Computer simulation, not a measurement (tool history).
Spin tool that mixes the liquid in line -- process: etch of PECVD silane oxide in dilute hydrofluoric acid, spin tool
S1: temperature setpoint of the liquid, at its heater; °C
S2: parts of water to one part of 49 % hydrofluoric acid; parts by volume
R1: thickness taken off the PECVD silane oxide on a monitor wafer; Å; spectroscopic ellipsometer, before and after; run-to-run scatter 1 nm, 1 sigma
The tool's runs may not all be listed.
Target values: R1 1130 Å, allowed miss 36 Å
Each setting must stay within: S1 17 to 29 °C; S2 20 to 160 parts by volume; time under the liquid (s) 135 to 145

run 1 hour=0 | S1=21 S2=90 time_under_the_liquid_(s)=135 | R1=714.56
run 2 hour=7.9 | S1=24 S2=90 time_under_the_liquid_(s)=135 | R1=808.67
run 3 hour=9.7 | S1=25.5 S2=85 time_under_the_liquid_(s)=135 | R1=939.05
run 4 hour=10.6 | S1=25.5 S2=65 time_under_the_liquid_(s)=135 | R1=1242.9
run 5 hour=18.1 | S1=25.5 S2=65 time_under_the_liquid_(s)=135 | R1=1218.5
run 6 hour=25.4 | S1=25.5 S2=45 time_under_the_liquid_(s)=135 | R1=1841.6
run 7 hour=34.1 | S1=21.5 S2=55 time_under_the_liquid_(s)=135 | R1=1257.6
run 8 hour=35.9 | S1=21 S2=55 time_under_the_liquid_(s)=135 | R1=1230.2

4 candidate next runs follow, results not yet known. Just one meets every target within its allowed miss. Identify it.
run A hour=37.7 | S1=19.5 S2=55 time_under_the_liquid_(s)=140 | R1=?
run B hour=37.7 | S1=21.5 S2=60 time_under_the_liquid_(s)=145 | R1=?
run C hour=37.7 | S1=27 S2=70 time_under_the_liquid_(s)=145 | R1=?
run D hour=37.7 | S1=21.5 S2=60 time_under_the_liquid_(s)=135 | R1=?

move=A R1=1185
move=B R1=1216.5
move=C R1=1286.6
move=D R1=1132.6
A: an improvement on the last run, though not all results are within tolerance
B: an improvement on the last run, though not all results are within tolerance
C: moves away from the targets compared with the last run
D: every result lands within tolerance
Go with D: it meets all targets.
